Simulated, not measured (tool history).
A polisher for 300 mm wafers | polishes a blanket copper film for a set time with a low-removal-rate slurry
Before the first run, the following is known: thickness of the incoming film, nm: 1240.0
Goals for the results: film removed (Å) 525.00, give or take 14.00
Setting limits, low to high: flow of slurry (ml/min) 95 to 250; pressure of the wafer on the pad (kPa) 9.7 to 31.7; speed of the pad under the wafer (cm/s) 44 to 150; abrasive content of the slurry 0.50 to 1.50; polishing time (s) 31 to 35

run	day	flow of slurry (ml/min)	pressure of the wafer on the pad (kPa)	speed of the pad under the wafer (cm/s)	abrasive content of the slurry	polishing time (s)	film removed (Å)
1	0.000	160	20.7	96	1.00	35	891.10
2	0.025	160	20.7	112	1.00	35	1048.10
3	0.100	160	20.7	88	1.00	35	822.36
4	0.350	155	19.3	88	1.00	35	790.14
5	0.512	155	19.3	88	0.85	35	765.83
6	0.758	155	22.8	88	0.85	35	842.37
7	0.858	150	20.7	88	0.85	35	800.03
8	1.067	150	15.2	80	0.85	35	604.54
9	1.104	150	15.2	80	0.85	35	603.55
10	1.275	150	14.5	80	0.85	35	588.72
11	1.321	150	13.8	80	0.85	35	570.74
12	1.362	145	12.4	80	0.85	35	550.12

Consider the 5 candidate settings below. Which is the only one whose results all fall within their allowed miss of target?
A	1.404	215	11.7	80	0.70	34	?
B	1.404	155	13.8	80	0.95	34	?
C	1.404	115	16.5	80	1.15	31	?
D	1.404	165	15.2	70	1.05	35	?
E	1.404	160	13.8	88	0.85	31	?

move	film removed (Å)
A	529.50
B	578.24
C	564.89
D	567.47
E	568.44
A: meets every target
B: the biggest miss grows against the last run
C: the biggest miss grows against the last run
D: the biggest miss grows against the last run
E: the biggest miss grows against the last run
A is the move that brings every result within its allowed miss.
